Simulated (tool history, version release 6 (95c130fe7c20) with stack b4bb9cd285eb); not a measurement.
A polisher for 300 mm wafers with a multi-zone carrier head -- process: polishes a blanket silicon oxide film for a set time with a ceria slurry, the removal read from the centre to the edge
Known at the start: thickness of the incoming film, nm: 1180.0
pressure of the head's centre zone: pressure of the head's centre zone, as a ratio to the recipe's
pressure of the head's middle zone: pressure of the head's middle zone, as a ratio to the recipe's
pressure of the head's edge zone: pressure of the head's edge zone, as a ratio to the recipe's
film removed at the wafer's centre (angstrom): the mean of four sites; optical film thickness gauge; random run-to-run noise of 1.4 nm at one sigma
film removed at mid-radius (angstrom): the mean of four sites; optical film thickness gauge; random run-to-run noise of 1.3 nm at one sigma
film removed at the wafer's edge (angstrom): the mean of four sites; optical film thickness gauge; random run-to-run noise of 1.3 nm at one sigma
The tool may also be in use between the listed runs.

| run | hour | flow of slurry (ml/min) | pressure of the head's centre zone | pressure of the head's middle zone | pressure of the head's edge zone | polishing time (s) | film removed at the wafer's centre (angstrom) | film removed at mid-radius (angstrom) | film removed at the wafer's edge (angstrom) |
|---|---|---|---|---|---|---|---|---|---|
| 1 | 0.0 | 155 | 1.00 | 1.00 | 1.00 | 39 | 1795.4 | 1933.1 | 1945.3 |
| 2 | 6.7 | 155 | 1.00 | 1.00 | 1.07 | 39 | 1825.9 | 1894.0 | 1997.1 |
| 3 | 10.4 | 155 | 1.00 | 0.96 | 1.07 | 39 | 1778.7 | 1846.1 | 1957.8 |
| 4 | 11.1 | 155 | 1.00 | 0.96 | 1.07 | 33 | 1502.6 | 1550.6 | 1707.7 |
| 5 | 16.7 | 155 | 1.01 | 0.97 | 1.04 | 32 | 1467.0 | 1539.4 | 1613.1 |
| 6 | 23.6 | 155 | 1.02 | 0.97 | 1.02 | 31 | 1444.1 | 1477.1 | 1581.9 |
| 7 | 30.7 | 155 | 1.03 | 0.98 | 1.00 | 30 | 1425.1 | 1444.6 | 1504.0 |
| 8 | 35.9 | 155 | 1.03 | 0.99 | 0.98 | 29 | 1391.2 | 1413.3 | 1426.0 |
| 9 | 43.3 | 115 | 0.97 | 1.01 | 0.88 | 27 | 1116.6 | 1253.7 | 1225.2 |

Run 10 has not been measured yet. What should we expect?
| 10 | 49.5 | 120 | 0.98 | 1.01 | 0.87 | 27 | ? | ? | ? |

film removed at the wafer's centre (angstrom): 1144.4
film removed at mid-radius (angstrom): 1272.2
film removed at the wafer's edge (angstrom): 1208.5
